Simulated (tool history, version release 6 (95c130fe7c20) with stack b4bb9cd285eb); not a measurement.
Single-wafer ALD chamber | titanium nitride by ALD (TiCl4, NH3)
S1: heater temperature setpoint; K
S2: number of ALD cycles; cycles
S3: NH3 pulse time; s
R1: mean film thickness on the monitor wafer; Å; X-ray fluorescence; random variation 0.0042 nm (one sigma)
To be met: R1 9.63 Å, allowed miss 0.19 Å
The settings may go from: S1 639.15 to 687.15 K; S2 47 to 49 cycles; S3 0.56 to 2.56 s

run,hour,S1,S2,S3,R1
1,0,663.15,49,1.56,10.586
2,5.1,670.15,49,1.56,10.789
3,7.3,670.15,47,1.56,10.332
4,11.8,670.15,47,1.37,10.173
5,19.7,669.15,47,1.29,10.113
6,22.7,668.15,47,1.22,10.055
7,23.6,667.15,47,1.15,9.9697
8,29.9,666.15,47,1.1,9.9566
9,37.5,666.15,47,1.1,9.9408
10,38.9,665.15,47,1.05,9.8895
11,42.9,665.15,47,1.01,9.8729

Which of these 5 next moves meets every target?
A,46.9,639.15,48,1.16,?
B,46.9,668.15,48,1.22,?
C,46.9,668.15,48,1.16,?
D,46.9,660.15,48,1.03,?
E,46.9,663.15,47,1.38,?

move,R1
A,9.6472
B,10.317
C,10.274
D,10.016
E,10.127
A: meets every target
B: further off than the last run
C: further off than the last run
D: further off than the last run
E: further off than the last run
The right move is A.
